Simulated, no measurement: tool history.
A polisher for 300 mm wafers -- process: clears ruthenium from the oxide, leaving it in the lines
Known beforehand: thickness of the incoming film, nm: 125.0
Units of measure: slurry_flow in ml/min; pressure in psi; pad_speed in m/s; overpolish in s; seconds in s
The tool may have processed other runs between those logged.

run	hour	slurry_flow	pressure	pad_speed	overpolish	seconds
1	0.0	245	1.5	0.90	18	181.40
2	2.0	275	1.5	0.90	18	177.72
3	8.8	275	1.8	0.90	18	152.00
4	9.7	275	1.8	0.90	19	151.19
5	15.9	215	1.8	0.90	19	154.98
6	19.4	215	1.7	0.90	19	164.45
7	21.5	210	1.3	0.88	19	212.41

Run 8 has not been measured yet. What should we expect?
8	22.1	210	1.3	0.88	19	?

{"run 8": {"seconds": 214.78}}

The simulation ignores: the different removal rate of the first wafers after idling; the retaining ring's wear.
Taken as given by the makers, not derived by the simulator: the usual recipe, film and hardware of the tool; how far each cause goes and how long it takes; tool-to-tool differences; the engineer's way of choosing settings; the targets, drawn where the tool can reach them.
